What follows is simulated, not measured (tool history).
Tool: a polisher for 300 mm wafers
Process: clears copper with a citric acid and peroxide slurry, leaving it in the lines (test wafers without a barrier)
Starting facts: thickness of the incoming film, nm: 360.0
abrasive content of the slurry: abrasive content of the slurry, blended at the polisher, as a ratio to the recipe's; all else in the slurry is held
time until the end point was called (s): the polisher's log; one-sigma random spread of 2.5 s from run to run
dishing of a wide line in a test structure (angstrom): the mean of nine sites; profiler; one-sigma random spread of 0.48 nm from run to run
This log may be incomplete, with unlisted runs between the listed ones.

| run | day | flow of slurry (ml/min) | pressure of the wafer on the pad (kPa) | speed of the pad under the wafer (m/s) | abrasive content of the slurry | overpolish time after the end point (s) | time until the end point was called (s) | dishing of a wide line in a test structure (angstrom) |
|---|---|---|---|---|---|---|---|---|
| 1 | 0 | 300 | 27.6 | 1.32 | 1 | 25 | 106.41 | 529.66 |
| 2 | 0.071 | 300 | 24.8 | 1.32 | 1 | 26 | 117.39 | 491.49 |
| 3 | 0.175 | 300 | 22.8 | 1.3 | 1 | 27 | 131.02 | 461.64 |
| 4 | 0.421 | 300 | 22.8 | 1.3 | 1 | 37 | 131.42 | 612.19 |
| 5 | 0.554 | 300 | 21.4 | 1.3 | 1 | 36 | 142.61 | 556.4 |
| 6 | 0.662 | 300 | 21.4 | 1.3 | 1 | 27 | 138.58 | 452.81 |

For run 7, what comes out?
| 7 | 0.971 | 300 | 20.7 | 1.3 | 1 | 28 | ? | ? |

{"run 7": {"time until the end point was called (s)": 146.19, "dishing of a wide line in a test structure (angstrom)": 448.66}}
